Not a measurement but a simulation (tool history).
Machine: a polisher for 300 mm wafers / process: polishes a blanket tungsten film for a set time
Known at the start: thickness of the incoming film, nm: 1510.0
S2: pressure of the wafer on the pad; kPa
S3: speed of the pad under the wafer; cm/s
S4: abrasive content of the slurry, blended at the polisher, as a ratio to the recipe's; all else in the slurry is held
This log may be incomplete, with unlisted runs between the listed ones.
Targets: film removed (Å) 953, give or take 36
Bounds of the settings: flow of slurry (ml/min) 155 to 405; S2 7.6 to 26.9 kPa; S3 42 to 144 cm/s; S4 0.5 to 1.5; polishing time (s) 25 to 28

{"run": 1, "day": 0.0, "flow of slurry (ml/min)": 260, "S2": 17.2, "S3": 92, "S4": 1, "polishing time (s)": 28, "film removed (Å)": 674.75}
{"run": 2, "day": 0.3, "flow of slurry (ml/min)": 260, "S2": 18.6, "S3": 92, "S4": 1, "polishing time (s)": 28, "film removed (Å)": 726.23}
{"run": 3, "day": 0.646, "flow of slurry (ml/min)": 260, "S2": 18.6, "S3": 92, "S4": 1, "polishing time (s)": 28, "film removed (Å)": 725.8}
{"run": 4, "day": 0.75, "flow of slurry (ml/min)": 260, "S2": 18.6, "S3": 76, "S4": 1, "polishing time (s)": 28, "film removed (Å)": 621.19}
{"run": 5, "day": 0.775, "flow of slurry (ml/min)": 260, "S2": 18.6, "S3": 56, "S4": 1, "polishing time (s)": 28, "film removed (Å)": 483.59}
{"run": 6, "day": 0.883, "flow of slurry (ml/min)": 260, "S2": 20, "S3": 60, "S4": 1, "polishing time (s)": 28, "film removed (Å)": 552.43}
{"run": 7, "day": 1.104, "flow of slurry (ml/min)": 265, "S2": 24.8, "S3": 74, "S4": 1, "polishing time (s)": 28, "film removed (Å)": 810.25}
{"run": 8, "day": 1.146, "flow of slurry (ml/min)": 265, "S2": 25.5, "S3": 76, "S4": 1, "polishing time (s)": 28, "film removed (Å)": 851.34}

Pick the move, out of 4, that brings all results within their allowed miss; only one does.
{"run": "A", "day": 1.188, "flow of slurry (ml/min)": 265, "S2": 26.2, "S3": 82, "S4": 1.05, "polishing time (s)": 28, "film removed (Å)": "?"}
{"run": "B", "day": 1.188, "flow of slurry (ml/min)": 285, "S2": 24.8, "S3": 78, "S4": 0.75, "polishing time (s)": 25, "film removed (Å)": "?"}
{"run": "C", "day": 1.188, "flow of slurry (ml/min)": 210, "S2": 26.9, "S3": 76, "S4": 0.95, "polishing time (s)": 28, "film removed (Å)": "?"}
{"run": "D", "day": 1.188, "flow of slurry (ml/min)": 280, "S2": 26.9, "S3": 74, "S4": 1.2, "polishing time (s)": 27, "film removed (Å)": "?"}

move=A film_removed_(Å)=953.56
move=B film_removed_(Å)=726.61
move=C film_removed_(Å)=878.94
move=D film_removed_(Å)=893.74
A: all results land within tolerance of their targets
B: the biggest miss grows against the last run
C: closes in on the targets versus the last run, not all within tolerance yet
D: closes in on the targets versus the last run, not all within tolerance yet
So the answer is move A, the one that meets all the targets.
